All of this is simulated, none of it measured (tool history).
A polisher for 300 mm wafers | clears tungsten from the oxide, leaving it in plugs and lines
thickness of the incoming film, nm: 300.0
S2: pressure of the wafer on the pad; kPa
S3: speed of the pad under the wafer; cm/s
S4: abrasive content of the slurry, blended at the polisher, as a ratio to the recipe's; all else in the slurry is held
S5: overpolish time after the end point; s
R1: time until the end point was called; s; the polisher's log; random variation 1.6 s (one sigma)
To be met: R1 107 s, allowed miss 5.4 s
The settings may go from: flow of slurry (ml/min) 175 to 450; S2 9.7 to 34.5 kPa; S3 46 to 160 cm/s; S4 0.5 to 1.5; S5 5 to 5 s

Run 1, day 0: flow of slurry (ml/min) 290, S2 22.1 kPa, S3 102 cm/s, S4 1, S5 5 s. Result: R1 78.986 s.
Run 2, day 0.362: flow of slurry (ml/min) 290, S2 22.1 kPa, S3 102 cm/s, S4 1.05, S5 5 s. Result: R1 77.242 s.
Run 3, day 0.542: flow of slurry (ml/min) 290, S2 22.1 kPa, S3 102 cm/s, S4 0.85, S5 5 s. Result: R1 80.64 s.
Run 4, day 0.842: flow of slurry (ml/min) 290, S2 22.1 kPa, S3 102 cm/s, S4 0.75, S5 5 s. Result: R1 83.85 s.
Run 5, day 0.958: flow of slurry (ml/min) 290, S2 22.1 kPa, S3 102 cm/s, S4 0.9, S5 5 s. Result: R1 80.85 s.
Run 6, day 1.067: flow of slurry (ml/min) 290, S2 20 kPa, S3 102 cm/s, S4 0.9, S5 5 s. Result: R1 89.996 s.
Run 7, day 1.167: flow of slurry (ml/min) 290, S2 18.6 kPa, S3 102 cm/s, S4 0.9, S5 5 s. Result: R1 96.466 s.
Run 8, day 1.212: flow of slurry (ml/min) 290, S2 17.9 kPa, S3 102 cm/s, S4 0.9, S5 5 s. Result: R1 97.057 s.

Which of these 5 next moves meets every target?
Run A, day 1.258: flow of slurry (ml/min) 320, S2 15.9 kPa, S3 94 cm/s, S4 0.9, S5 5 s. Result: R1 ?.
Run B, day 1.258: flow of slurry (ml/min) 280, S2 21.4 kPa, S3 92 cm/s, S4 0.9, S5 5 s. Result: R1 ?.
Run C, day 1.258: flow of slurry (ml/min) 315, S2 15.2 kPa, S3 98 cm/s, S4 0.7, S5 5 s. Result: R1 ?.
Run D, day 1.258: flow of slurry (ml/min) 270, S2 15.2 kPa, S3 108 cm/s, S4 1.1, S5 5 s. Result: R1 ?.
Run E, day 1.258: flow of slurry (ml/min) 265, S2 21.4 kPa, S3 94 cm/s, S4 0.85, S5 5 s. Result: R1 ?.

move      R1
   A  120.64
   B  93.598
   C  126.22
   D     108
   E  93.135
A: takes the result that was furthest off past its target
B: further off than the last run
C: takes the result that was furthest off past its target
D: meets every target
E: further off than the last run
Move D is the one to make.
